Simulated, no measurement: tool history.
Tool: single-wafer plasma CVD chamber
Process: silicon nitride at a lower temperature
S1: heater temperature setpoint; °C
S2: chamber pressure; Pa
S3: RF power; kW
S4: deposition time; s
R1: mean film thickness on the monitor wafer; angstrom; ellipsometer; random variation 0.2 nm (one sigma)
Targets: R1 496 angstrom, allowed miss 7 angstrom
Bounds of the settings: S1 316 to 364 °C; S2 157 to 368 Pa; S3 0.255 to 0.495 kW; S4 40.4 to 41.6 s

| run | hour | S1 | S2 | S3 | S4 | R1 |
|---|---|---|---|---|---|---|
| 1 | 0 | 340 | 263 | 0.375 | 40.4 | 529.61 |
| 2 | 4 | 335 | 263 | 0.375 | 40.4 | 532.42 |
| 3 | 10.1 | 335 | 249 | 0.375 | 40.4 | 520.85 |
| 4 | 13.3 | 335 | 241 | 0.375 | 40.4 | 511.51 |
| 5 | 17.8 | 335 | 283 | 0.375 | 40.4 | 545.4 |
| 6 | 24.5 | 335 | 283 | 0.395 | 40.4 | 560.72 |
| 7 | 30.9 | 335 | 264 | 0.395 | 40.4 | 553.4 |
| 8 | 36.8 | 335 | 247 | 0.395 | 40.4 | 535.27 |
| 9 | 43.7 | 335 | 236 | 0.395 | 40.4 | 527.4 |
| 10 | 49 | 335 | 227 | 0.395 | 40.4 | 521.16 |
|  | 51.8 | thermocouple changed; heater temperature recalibrated |
| 11 | 51.8 | 335 | 180 | 0.39 | 40.4 | 467.14 |
| 12 | 56.6 | 335 | 187 | 0.39 | 40.4 | 476.87 |
| 13 | 61.6 | 335 | 192 | 0.39 | 40.4 | 483.34 |

5 next moves are on the table. One of them brings every result within its allowed miss. Which?
| A | 66.6 | 340 | 169 | 0.405 | 41.6 | ? |
| B | 66.6 | 346 | 161 | 0.475 | 41.1 | ? |
| C | 66.6 | 323 | 192 | 0.385 | 40.4 | ? |
| D | 66.6 | 339 | 200 | 0.375 | 41 | ? |
| E | 66.6 | 325 | 237 | 0.335 | 41.6 | ? |

| move | R1 |
|---|---|
| A | 479.33 |
| B | 506.7 |
| C | 481.4 |
| D | 485.93 |
| E | 493.76 |
A: further off than the last run
B: takes the result that was furthest off past its target
C: further off than the last run
D: nearer than the last run, and not there yet
E: meets every target
Move E is the one to make.
